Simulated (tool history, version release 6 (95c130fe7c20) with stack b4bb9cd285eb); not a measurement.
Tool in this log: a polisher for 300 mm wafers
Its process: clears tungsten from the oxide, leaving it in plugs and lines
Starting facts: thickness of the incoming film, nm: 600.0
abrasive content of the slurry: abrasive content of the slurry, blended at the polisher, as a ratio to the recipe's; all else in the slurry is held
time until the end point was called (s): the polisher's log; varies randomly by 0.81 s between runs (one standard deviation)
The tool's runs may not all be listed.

run	hour	flow of slurry (ml/min)	pressure of the wafer on the pad (kPa)	speed of the pad under the wafer (m/s)	abrasive content of the slurry	overpolish time after the end point (s)	time until the end point was called (s)
1	0.0	295	28.3	1.1	1.00	39	107.070
2	8.2	295	28.3	1.1	1.15	39	103.060
3	11.1	295	29.6	1.1	1.15	39	98.325
4	16.1	295	30.3	1.1	1.15	39	96.771
5	25.0	295	31.0	1.1	1.15	39	94.648
6	27.1	295	31.0	1.1	1.15	39	95.784
7	32.8	295	31.7	1.1	1.15	39	92.483
8	40.5	295	32.4	1.1	1.15	39	91.544
9	48.7	295	33.1	1.1	1.15	39	89.360
10	49.6	295	33.8	1.1	1.15	39	87.941

Predict the results of run 11:
11	50.9	295	34.5	1.1	1.15	39	?

{"run 11": {"time until the end point was called (s)": 87.081}}
